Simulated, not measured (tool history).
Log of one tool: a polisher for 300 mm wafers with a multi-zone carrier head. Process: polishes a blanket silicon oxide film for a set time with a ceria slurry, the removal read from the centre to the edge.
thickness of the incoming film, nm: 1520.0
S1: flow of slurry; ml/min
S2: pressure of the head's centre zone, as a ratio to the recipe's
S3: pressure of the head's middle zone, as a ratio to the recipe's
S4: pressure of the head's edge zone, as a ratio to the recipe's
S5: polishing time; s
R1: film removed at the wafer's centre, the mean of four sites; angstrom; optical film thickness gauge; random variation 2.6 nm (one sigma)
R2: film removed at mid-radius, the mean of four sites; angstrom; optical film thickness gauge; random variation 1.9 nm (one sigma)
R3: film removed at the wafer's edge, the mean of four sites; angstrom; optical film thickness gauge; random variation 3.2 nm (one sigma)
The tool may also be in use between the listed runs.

run,hour,S1,S2,S3,S4,S5,R1,R2,R3
1,0.0,160,1.00,1.00,1.00,58,3891.8,3874.0,4111.8
2,5.6,160,1.00,1.00,1.00,51,3487.7,3459.9,3519.0
3,9.4,160,1.00,0.92,1.00,51,3496.0,3204.0,3660.0
4,15.1,160,1.00,0.92,0.94,51,3504.9,3212.6,3460.0
5,18.6,160,1.06,0.92,0.94,51,3743.1,3180.2,3405.9
6,25.0,160,1.06,0.88,0.94,51,3677.1,3116.7,3389.5
7,29.2,155,1.03,0.91,0.91,48,3330.4,2990.0,3204.2
8,30.7,155,1.02,0.93,0.89,46,3169.4,2903.1,3040.2
9,33.8,150,1.01,0.95,0.87,44,3013.1,2761.5,2874.8

Run 10 comes next. What will it give?
10,34.5,145,1.00,0.98,0.86,43,?,?,?

R1: 2936.3 angstrom
R2: 2790.6 angstrom
R3: 2843.1 angstrom
